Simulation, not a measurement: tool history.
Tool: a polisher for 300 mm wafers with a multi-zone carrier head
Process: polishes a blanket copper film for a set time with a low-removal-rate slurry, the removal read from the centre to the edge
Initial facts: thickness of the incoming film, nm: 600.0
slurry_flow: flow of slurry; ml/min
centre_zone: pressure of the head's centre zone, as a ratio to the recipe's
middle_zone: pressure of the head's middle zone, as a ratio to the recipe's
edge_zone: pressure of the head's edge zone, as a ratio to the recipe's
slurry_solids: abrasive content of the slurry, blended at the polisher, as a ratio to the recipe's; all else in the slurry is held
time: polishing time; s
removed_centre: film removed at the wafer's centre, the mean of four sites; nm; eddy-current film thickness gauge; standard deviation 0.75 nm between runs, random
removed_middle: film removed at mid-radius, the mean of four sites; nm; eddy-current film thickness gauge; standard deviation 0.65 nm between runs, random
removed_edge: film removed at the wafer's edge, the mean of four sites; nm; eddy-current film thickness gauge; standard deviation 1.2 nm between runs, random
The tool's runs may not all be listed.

| run | hour | slurry_flow | centre_zone | middle_zone | edge_zone | slurry_solids | time | removed_centre | removed_middle | removed_edge |
|---|---|---|---|---|---|---|---|---|---|---|
| 1 | 0.0 | 220 | 1.00 | 1.00 | 1.00 | 1.00 | 67 | 173.37 | 174.30 | 175.67 |
| 2 | 4.7 | 220 | 1.00 | 1.00 | 1.00 | 0.90 | 67 | 172.24 | 170.13 | 168.81 |
| 3 | 5.8 | 210 | 0.98 | 0.97 | 1.01 | 0.85 | 64 | 156.32 | 154.43 | 159.45 |
| 4 | 14.6 | 210 | 1.03 | 0.97 | 1.01 | 0.85 | 64 | 166.10 | 155.15 | 161.38 |
| 5 | 21.3 | 200 | 1.01 | 0.94 | 1.01 | 0.80 | 61 | 151.26 | 141.09 | 149.86 |
| 6 | 27.2 | 200 | 1.01 | 0.94 | 1.01 | 0.80 | 75 | 185.96 | 174.66 | 183.47 |
| 7 | 29.9 | 195 | 0.99 | 0.92 | 1.01 | 0.75 | 70 | 167.06 | 155.22 | 171.27 |
| 8 | 37.9 | 190 | 0.97 | 0.90 | 0.99 | 0.70 | 66 | 152.60 | 142.92 | 154.51 |
| 9 | 40.4 | 185 | 0.96 | 0.88 | 1.00 | 0.65 | 63 | 142.17 | 131.38 | 147.78 |
| 10 | 47.9 | 180 | 0.95 | 0.87 | 1.00 | 0.60 | 61 | 133.63 | 122.83 | 142.60 |
| 11 | 52.7 | 175 | 0.94 | 0.86 | 0.99 | 0.60 | 59 | 126.70 | 117.33 | 134.59 |
| 12 | 61.1 | 170 | 0.93 | 0.85 | 0.99 | 0.60 | 58 | 121.06 | 113.47 | 132.87 |
| 13 | 63.3 | 165 | 0.93 | 0.84 | 0.98 | 0.60 | 57 | 120.56 | 110.88 | 129.12 |
| 14 | 70.0 | 160 | 0.93 | 0.83 | 0.98 | 0.60 | 56 | 117.13 | 107.30 | 126.65 |

For run 15, what comes out?
| 15 | 70.7 | 155 | 0.93 | 0.83 | 0.98 | 0.60 | 55 | ? | ? | ? |

{"run 15": {"removed_centre": 114.06, "removed_middle": 104.37, "removed_edge": 124.73}}
